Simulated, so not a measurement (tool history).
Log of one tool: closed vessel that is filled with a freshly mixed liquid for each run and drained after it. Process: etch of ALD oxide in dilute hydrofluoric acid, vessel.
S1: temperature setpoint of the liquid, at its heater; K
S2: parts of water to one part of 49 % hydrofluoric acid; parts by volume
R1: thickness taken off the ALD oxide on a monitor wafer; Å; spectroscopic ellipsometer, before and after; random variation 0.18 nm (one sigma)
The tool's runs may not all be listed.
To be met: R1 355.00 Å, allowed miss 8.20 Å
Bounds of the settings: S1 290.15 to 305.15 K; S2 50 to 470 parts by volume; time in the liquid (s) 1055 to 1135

run 1 hour=0.0 | S1=297.15 S2=260 time_in_the_liquid_(s)=1055 | R1=483.06
run 2 hour=4.1 | S1=300.65 S2=260 time_in_the_liquid_(s)=1055 | R1=547.24
run 3 hour=7.1 | S1=297.15 S2=265 time_in_the_liquid_(s)=1055 | R1=473.53
run 4 hour=11.1 | S1=297.15 S2=195 time_in_the_liquid_(s)=1055 | R1=683.86
run 5 hour=18.7 | S1=297.15 S2=285 time_in_the_liquid_(s)=1055 | R1=428.97
run 6 hour=23.3 | S1=295.65 S2=285 time_in_the_liquid_(s)=1055 | R1=409.91
run 7 hour=31.8 | S1=294.15 S2=285 time_in_the_liquid_(s)=1055 | R1=386.91
run 8 hour=39.7 | S1=293.15 S2=285 time_in_the_liquid_(s)=1055 | R1=377.58

Which of these 5 next moves meets every target?
run A hour=47.6 | S1=293.65 S2=275 time_in_the_liquid_(s)=1055 | R1=?
run B hour=47.6 | S1=296.65 S2=325 time_in_the_liquid_(s)=1055 | R1=?
run C hour=47.6 | S1=292.15 S2=290 time_in_the_liquid_(s)=1130 | R1=?
run D hour=47.6 | S1=291.65 S2=265 time_in_the_liquid_(s)=1135 | R1=?
run E hour=47.6 | S1=296.15 S2=320 time_in_the_liquid_(s)=1105 | R1=?

move=A R1=396.96
move=B R1=356.74
move=C R1=376.32
move=D R1=415.04
move=E R1=374.73
A: further off than the last run
B: meets every target
C: nearer than the last run, and not there yet
D: further off than the last run
E: nearer than the last run, and not there yet
Answer: B
